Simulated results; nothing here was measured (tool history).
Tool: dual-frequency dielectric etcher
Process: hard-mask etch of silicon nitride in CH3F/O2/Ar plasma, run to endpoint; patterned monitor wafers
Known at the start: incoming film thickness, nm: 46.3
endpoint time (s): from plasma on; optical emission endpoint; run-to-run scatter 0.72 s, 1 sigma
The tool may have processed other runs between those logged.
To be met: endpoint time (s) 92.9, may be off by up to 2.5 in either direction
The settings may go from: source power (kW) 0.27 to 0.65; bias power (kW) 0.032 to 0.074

run 1 hour=0 | source_power_(kW)=0.46 bias_power_(kW)=0.053 | endpoint_time_(s)=77.261
run 2 hour=2.7 | source_power_(kW)=0.53 bias_power_(kW)=0.053 | endpoint_time_(s)=71.982
run 3 hour=6.6 | source_power_(kW)=0.51 bias_power_(kW)=0.052 | endpoint_time_(s)=73.238
run 4 hour=8.8 | source_power_(kW)=0.51 bias_power_(kW)=0.059 | endpoint_time_(s)=70.891
run 5 hour=17 | source_power_(kW)=0.56 bias_power_(kW)=0.059 | endpoint_time_(s)=68.669
run 6 hour=21.1 | source_power_(kW)=0.51 bias_power_(kW)=0.059 | endpoint_time_(s)=71.676
run 7 hour=29.4 | source_power_(kW)=0.48 bias_power_(kW)=0.058 | endpoint_time_(s)=74.265
run 8 hour=36.1 | source_power_(kW)=0.46 bias_power_(kW)=0.057 | endpoint_time_(s)=75.528

Which of these 4 next moves meets every target?
run A hour=42.8 | source_power_(kW)=0.32 bias_power_(kW)=0.039 | endpoint_time_(s)=?
run B hour=42.8 | source_power_(kW)=0.29 bias_power_(kW)=0.041 | endpoint_time_(s)=?
run C hour=42.8 | source_power_(kW)=0.3 bias_power_(kW)=0.047 | endpoint_time_(s)=?
run D hour=42.8 | source_power_(kW)=0.32 bias_power_(kW)=0.047 | endpoint_time_(s)=?

move=A endpoint_time_(s)=98.712
move=B endpoint_time_(s)=102.08
move=C endpoint_time_(s)=96.867
move=D endpoint_time_(s)=94.006
A: carries the result that was furthest off beyond its target, to the other side
B: carries the result that was furthest off beyond its target, to the other side
C: carries the result that was furthest off beyond its target, to the other side
D: meets every target
Answer: D
